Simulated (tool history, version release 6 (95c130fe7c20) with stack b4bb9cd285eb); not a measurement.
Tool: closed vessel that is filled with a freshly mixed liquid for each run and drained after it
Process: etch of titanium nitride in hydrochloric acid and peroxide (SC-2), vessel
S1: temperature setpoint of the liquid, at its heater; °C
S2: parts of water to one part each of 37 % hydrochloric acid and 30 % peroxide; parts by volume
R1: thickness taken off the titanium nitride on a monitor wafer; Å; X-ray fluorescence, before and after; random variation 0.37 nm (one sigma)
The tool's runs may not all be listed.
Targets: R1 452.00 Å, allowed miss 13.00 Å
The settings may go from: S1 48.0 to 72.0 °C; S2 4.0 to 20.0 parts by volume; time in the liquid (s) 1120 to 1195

run 1 day=0.000 | S1=64.0 S2=11.0 time_in_the_liquid_(s)=1120 | R1=659.20
run 2 day=0.250 | S1=64.0 S2=13.0 time_in_the_liquid_(s)=1120 | R1=568.58
run 3 day=0.417 | S1=67.5 S2=13.0 time_in_the_liquid_(s)=1120 | R1=703.63
run 4 day=0.746 | S1=67.5 S2=13.0 time_in_the_liquid_(s)=1195 | R1=750.59
run 5 day=1.121 | S1=67.5 S2=16.0 time_in_the_liquid_(s)=1195 | R1=613.10
run 6 day=1.454 | S1=67.5 S2=13.0 time_in_the_liquid_(s)=1195 | R1=738.82
-- day=1.721 chemicals flow meter replaced
run 7 day=1.721 | S1=67.5 S2=13.0 time_in_the_liquid_(s)=1195 | R1=699.17
run 8 day=2.112 | S1=66.5 S2=13.0 time_in_the_liquid_(s)=1195 | R1=660.97
run 9 day=2.450 | S1=65.5 S2=13.0 time_in_the_liquid_(s)=1195 | R1=616.97
run 10 day=2.679 | S1=65.0 S2=13.0 time_in_the_liquid_(s)=1195 | R1=598.06
run 11 day=2.833 | S1=64.5 S2=13.0 time_in_the_liquid_(s)=1195 | R1=582.74
run 12 day=2.967 | S1=64.0 S2=13.0 time_in_the_liquid_(s)=1195 | R1=568.34
run 13 day=3.129 | S1=63.5 S2=13.0 time_in_the_liquid_(s)=1195 | R1=546.79

5 next moves are on the table. One of them brings every result within its allowed miss. Which?
run A day=3.292 | S1=61.0 S2=12.5 time_in_the_liquid_(s)=1195 | R1=?
run B day=3.292 | S1=64.5 S2=10.5 time_in_the_liquid_(s)=1195 | R1=?
run C day=3.292 | S1=63.0 S2=14.5 time_in_the_liquid_(s)=1120 | R1=?
run D day=3.292 | S1=62.5 S2=14.5 time_in_the_liquid_(s)=1195 | R1=?
run E day=3.292 | S1=59.5 S2=13.0 time_in_the_liquid_(s)=1175 | R1=?

move=A R1=490.46
move=B R1=706.09
move=C R1=457.27
move=D R1=473.07
move=E R1=424.37
A: nearer than the last run, and not there yet
B: further off than the last run
C: meets every target
D: nearer than the last run, and not there yet
E: takes the result that was furthest off past its target
Move C is the one to make.
